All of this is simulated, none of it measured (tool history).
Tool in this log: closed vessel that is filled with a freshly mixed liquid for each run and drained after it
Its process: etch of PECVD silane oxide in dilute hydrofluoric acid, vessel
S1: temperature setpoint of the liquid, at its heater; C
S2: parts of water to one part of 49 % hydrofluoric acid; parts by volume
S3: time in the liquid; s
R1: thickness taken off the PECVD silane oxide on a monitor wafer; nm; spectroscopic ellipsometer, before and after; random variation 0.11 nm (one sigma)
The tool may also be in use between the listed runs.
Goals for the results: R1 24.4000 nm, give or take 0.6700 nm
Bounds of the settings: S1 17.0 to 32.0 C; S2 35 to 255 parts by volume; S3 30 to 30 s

run 1 hour=0.0 | S1=24.0 S2=145 S3=30 | R1=8.6220
run 2 hour=3.5 | S1=24.0 S2=180 S3=30 | R1=6.6395
run 3 hour=5.7 | S1=26.5 S2=140 S3=30 | R1=9.8517
run 4 hour=14.0 | S1=26.5 S2=140 S3=30 | R1=9.9207
run 5 hour=16.2 | S1=28.0 S2=110 S3=30 | R1=13.8400
run 6 hour=17.1 | S1=28.0 S2=75 S3=30 | R1=21.3990
run 7 hour=18.2 | S1=29.0 S2=75 S3=30 | R1=22.3000
run 8 hour=27.3 | S1=29.5 S2=75 S3=30 | R1=22.4910
run 9 hour=32.4 | S1=29.5 S2=75 S3=30 | R1=22.5700

5 next moves are on the table. One of them brings every result within its allowed miss. Which?
run A hour=37.5 | S1=27.5 S2=65 S3=30 | R1=?
run B hour=37.5 | S1=31.5 S2=80 S3=30 | R1=?
run C hour=37.5 | S1=28.0 S2=70 S3=30 | R1=?
run D hour=37.5 | S1=31.5 S2=90 S3=30 | R1=?
run E hour=37.5 | S1=28.5 S2=70 S3=30 | R1=?

move=A R1=24.4360
move=B R1=22.6650
move=C R1=22.9780
move=D R1=19.8470
move=E R1=23.4320
A: all results land within tolerance of their targets
B: gains on the last run, yet a result remains outside its allowed miss
C: gains on the last run, yet a result remains outside its allowed miss
D: moves away from the targets compared with the last run
E: gains on the last run, yet a result remains outside its allowed miss
So the answer is move A, the one that meets all the targets.
